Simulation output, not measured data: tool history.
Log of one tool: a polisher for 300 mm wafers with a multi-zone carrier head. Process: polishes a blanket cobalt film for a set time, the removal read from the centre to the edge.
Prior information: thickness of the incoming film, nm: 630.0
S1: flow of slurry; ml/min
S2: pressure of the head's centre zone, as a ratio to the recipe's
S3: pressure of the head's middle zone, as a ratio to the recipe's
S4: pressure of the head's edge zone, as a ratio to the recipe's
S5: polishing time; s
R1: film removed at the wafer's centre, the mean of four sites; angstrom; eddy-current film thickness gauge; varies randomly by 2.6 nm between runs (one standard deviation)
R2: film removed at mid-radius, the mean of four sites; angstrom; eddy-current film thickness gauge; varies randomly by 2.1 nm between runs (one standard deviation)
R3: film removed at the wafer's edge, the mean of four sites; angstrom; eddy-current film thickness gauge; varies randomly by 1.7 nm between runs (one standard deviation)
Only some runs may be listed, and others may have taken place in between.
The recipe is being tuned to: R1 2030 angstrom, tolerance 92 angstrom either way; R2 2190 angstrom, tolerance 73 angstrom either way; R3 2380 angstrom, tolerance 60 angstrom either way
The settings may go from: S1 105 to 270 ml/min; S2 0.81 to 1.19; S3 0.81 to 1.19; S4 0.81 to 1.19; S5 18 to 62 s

Run 1, hour 0: S1 175 ml/min, S2 1, S3 1, S4 1, S5 40 s. Result: R1 1771.5 angstrom, R2 1830.2 angstrom, R3 1834.6 angstrom.
Run 2, hour 0.8: S1 175 ml/min, S2 1.03, S3 1, S4 1, S5 40 s. Result: R1 1843.9 angstrom, R2 1811.1 angstrom, R3 1828 angstrom.
Run 3, hour 4: S1 175 ml/min, S2 1.03, S3 1.05, S4 1, S5 40 s. Result: R1 1861.2 angstrom, R2 1908.4 angstrom, R3 1823.6 angstrom.
Run 4, hour 8.5: S1 175 ml/min, S2 1.03, S3 1.1, S4 1, S5 40 s. Result: R1 1830.5 angstrom, R2 1937.9 angstrom, R3 1823.5 angstrom.
Run 5, hour 12.5: S1 185 ml/min, S2 1.01, S3 1.08, S4 1.06, S5 42 s. Result: R1 1968.9 angstrom, R2 2054.3 angstrom, R3 2005.6 angstrom.
Run 6, hour 17.5: S1 195 ml/min, S2 0.98, S3 1.06, S4 1.1, S5 43 s. Result: R1 1948 angstrom, R2 2085.7 angstrom, R3 2083.8 angstrom.
Run 7, hour 24.8: S1 200 ml/min, S2 0.96, S3 1.04, S4 1.13, S5 44 s. Result: R1 2002.7 angstrom, R2 2094.5 angstrom, R3 2166.9 angstrom.
Run 8, hour 31.9: S1 205 ml/min, S2 0.94, S3 1.03, S4 1.15, S5 45 s. Result: R1 1987.9 angstrom, R2 2150.1 angstrom, R3 2249.3 angstrom.

Which one of the following 4 next-run settings gets every result inside its allowed miss? There is exactly one.
Run A, hour 39: S1 255 ml/min, S2 1.09, S3 1.04, S4 1.11, S5 44 s. Result: R1 ?, R2 ?, R3 ?.
Run B, hour 39: S1 225 ml/min, S2 0.99, S3 1.12, S4 1.04, S5 43 s. Result: R1 ?, R2 ?, R3 ?.
Run C, hour 39: S1 195 ml/min, S2 0.96, S3 1.06, S4 1.15, S5 45 s. Result: R1 ?, R2 ?, R3 ?.
Run D, hour 39: S1 215 ml/min, S2 0.93, S3 1.02, S4 1.19, S5 46 s. Result: R1 ?, R2 ?, R3 ?.

move      R1      R2      R3
   A  2223.3  2203.2    2200
   B  1965.7  2257.5  2054.5
   C  1956.5  2208.5  2228.9
   D  1978.1  2218.4  2345.8
A: its largest miss is bigger than the last run's
B: its largest miss is bigger than the last run's
C: its largest miss is bigger than the last run's
D: every result within its allowed miss
D is the move that brings every result within its allowed miss.
